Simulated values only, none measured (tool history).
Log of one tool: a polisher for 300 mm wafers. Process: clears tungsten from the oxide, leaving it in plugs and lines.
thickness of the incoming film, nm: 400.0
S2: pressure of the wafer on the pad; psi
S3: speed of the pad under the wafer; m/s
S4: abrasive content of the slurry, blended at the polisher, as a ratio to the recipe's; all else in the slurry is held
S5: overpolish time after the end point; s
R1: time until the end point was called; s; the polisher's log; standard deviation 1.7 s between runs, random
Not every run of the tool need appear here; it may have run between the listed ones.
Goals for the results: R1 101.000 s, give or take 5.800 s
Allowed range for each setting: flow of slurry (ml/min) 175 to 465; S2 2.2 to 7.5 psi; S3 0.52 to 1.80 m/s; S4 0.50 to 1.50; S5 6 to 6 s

Run 1, day 0.000: flow of slurry (ml/min) 295, S2 4.8 psi, S3 1.16 m/s, S4 1.00, S5 6 s. Result: R1 56.603 s.
Run 2, day 0.279: flow of slurry (ml/min) 295, S2 4.5 psi, S3 1.14 m/s, S4 1.00, S5 6 s. Result: R1 61.725 s.
Run 3, day 0.617: flow of slurry (ml/min) 295, S2 4.2 psi, S3 1.14 m/s, S4 1.00, S5 6 s. Result: R1 63.585 s.
Run 4, day 0.821: flow of slurry (ml/min) 370, S2 4.2 psi, S3 1.14 m/s, S4 1.00, S5 6 s. Result: R1 61.727 s.
Run 5, day 1.158: flow of slurry (ml/min) 370, S2 3.3 psi, S3 1.14 m/s, S4 1.00, S5 6 s. Result: R1 75.835 s.
Run 6, day 1.429: flow of slurry (ml/min) 370, S2 3.1 psi, S3 1.14 m/s, S4 1.00, S5 6 s. Result: R1 77.848 s.
Run 7, day 1.788: flow of slurry (ml/min) 365, S2 2.2 psi, S3 1.02 m/s, S4 1.00, S5 6 s. Result: R1 108.090 s.
At day 2.058: head pressure recalibrated.
Run 8, day 2.058: flow of slurry (ml/min) 365, S2 2.4 psi, S3 1.02 m/s, S4 1.00, S5 6 s. Result: R1 95.586 s.

Below are 4 possible settings for the next run. Only one of them brings all results inside the allowed miss of their targets. Which is it?
Run A, day 2.329: flow of slurry (ml/min) 355, S2 2.6 psi, S3 0.94 m/s, S4 0.90, S5 6 s. Result: R1 ?.
Run B, day 2.329: flow of slurry (ml/min) 275, S2 3.0 psi, S3 0.92 m/s, S4 1.15, S5 6 s. Result: R1 ?.
Run C, day 2.329: flow of slurry (ml/min) 390, S2 2.9 psi, S3 0.86 m/s, S4 1.50, S5 6 s. Result: R1 ?.
Run D, day 2.329: flow of slurry (ml/min) 465, S2 2.2 psi, S3 1.10 m/s, S4 1.15, S5 6 s. Result: R1 ?.

move       R1
   A  100.470
   B   90.209
   C   90.776
   D   90.334
A: in spec on every target
B: its largest miss is bigger than the last run's
C: its largest miss is bigger than the last run's
D: its largest miss is bigger than the last run's
Answer: A
